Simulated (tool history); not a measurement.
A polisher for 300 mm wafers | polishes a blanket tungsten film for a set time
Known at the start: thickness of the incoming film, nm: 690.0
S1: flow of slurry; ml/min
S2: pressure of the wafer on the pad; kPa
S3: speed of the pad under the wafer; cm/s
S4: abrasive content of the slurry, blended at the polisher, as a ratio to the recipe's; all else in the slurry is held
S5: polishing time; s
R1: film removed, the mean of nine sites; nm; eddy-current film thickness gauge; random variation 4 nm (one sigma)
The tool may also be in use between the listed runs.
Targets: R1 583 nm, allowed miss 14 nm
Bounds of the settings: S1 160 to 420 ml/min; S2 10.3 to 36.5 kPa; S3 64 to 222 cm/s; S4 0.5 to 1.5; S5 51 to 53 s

run,day,S1,S2,S3,S4,S5,R1
1,0,270,23.4,142,1,51,373.64
2,0.321,270,23.4,142,1.1,51,370.98
3,0.442,275,25.5,142,1.1,51,406.31
4,0.729,275,26.9,142,1.1,51,433.68
5,0.796,280,28.3,142,1.1,51,454.46
6,0.921,280,28.3,142,1.1,51,459.18
7,1.038,280,29.6,142,1.1,51,474.95
8,1.404,285,30.3,142,1.1,51,486.38
9,1.629,285,31,142,1.1,51,497.4
10,1.929,285,31.7,142,1.1,51,510.02
11,2.262,285,31.7,142,1.1,51,509.88
12,2.342,285,32.4,142,1.1,51,525.93

4 next moves are on the table. One of them brings every result within its allowed miss. Which?
A,2.421,280,33.1,156,1.2,51,?
B,2.421,275,33.8,146,1.15,51,?
C,2.421,305,30.3,150,1.15,53,?
D,2.421,235,32.4,130,1.25,52,?

move,R1
A,585.52
B,557.61
C,539.14
D,497.66
A: meets every target
B: nearer than the last run, and not there yet
C: nearer than the last run, and not there yet
D: further off than the last run
Move A is the one to make.
